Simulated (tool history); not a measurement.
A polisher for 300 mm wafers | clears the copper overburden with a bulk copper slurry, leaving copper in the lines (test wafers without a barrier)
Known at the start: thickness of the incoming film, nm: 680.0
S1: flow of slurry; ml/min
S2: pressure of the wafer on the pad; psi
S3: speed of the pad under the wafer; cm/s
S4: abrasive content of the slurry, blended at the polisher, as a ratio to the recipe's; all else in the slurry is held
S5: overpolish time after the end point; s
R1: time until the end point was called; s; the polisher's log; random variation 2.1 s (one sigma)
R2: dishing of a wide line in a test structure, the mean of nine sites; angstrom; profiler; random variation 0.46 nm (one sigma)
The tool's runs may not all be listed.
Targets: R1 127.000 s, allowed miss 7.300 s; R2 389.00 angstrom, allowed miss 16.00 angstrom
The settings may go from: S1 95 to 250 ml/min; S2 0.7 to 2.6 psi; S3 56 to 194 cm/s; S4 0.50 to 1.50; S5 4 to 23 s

run 1 day=0.000 | S1=160 S2=1.6 S3=124 S4=1.00 S5=12 | R1=84.755 R2=474.33
run 2 day=0.296 | S1=160 S2=1.5 S3=124 S4=1.00 S5=12 | R1=92.778 R2=444.65
run 3 day=0.517 | S1=160 S2=1.5 S3=124 S4=1.00 S5=9 | R1=91.759 R2=374.88
run 4 day=0.554 | S1=160 S2=1.4 S3=122 S4=1.00 S5=10 | R1=101.600 R2=375.57
run 5 day=0.858 | S1=160 S2=1.4 S3=122 S4=1.20 S5=10 | R1=99.780 R2=384.07
run 6 day=0.950 | S1=160 S2=1.3 S3=120 S4=1.20 S5=11 | R1=102.850 R2=381.11
run 7 day=1.033 | S1=155 S2=1.2 S3=118 S4=1.20 S5=12 | R1=118.430 R2=377.19
run 8 day=1.338 | S1=150 S2=1.2 S3=118 S4=1.20 S5=12 | R1=119.690 R2=366.78

5 next moves are on the table. One of them brings every result within its allowed miss. Which?
run A day=1.642 | S1=155 S2=1.2 S3=126 S4=1.15 S5=12 | R1=? R2=?
run B day=1.642 | S1=145 S2=1.1 S3=126 S4=1.15 S5=16 | R1=? R2=?
run C day=1.642 | S1=170 S2=1.3 S3=114 S4=1.25 S5=11 | R1=? R2=?
run D day=1.642 | S1=150 S2=1.1 S3=124 S4=1.15 S5=11 | R1=? R2=?
run E day=1.642 | S1=135 S2=0.8 S3=162 S4=1.25 S5=16 | R1=? R2=?

move=A R1=112.310 R2=385.39
move=B R1=123.640 R2=421.86
move=C R1=111.050 R2=372.65
move=D R1=124.750 R2=337.20
move=E R1=130.950 R2=382.57
A: brings the result that was furthest off to its target, and leaves another outside
B: takes the result that was furthest off past its target
C: further off than the last run
D: further off than the last run
E: meets every target
Move E is the one to make.
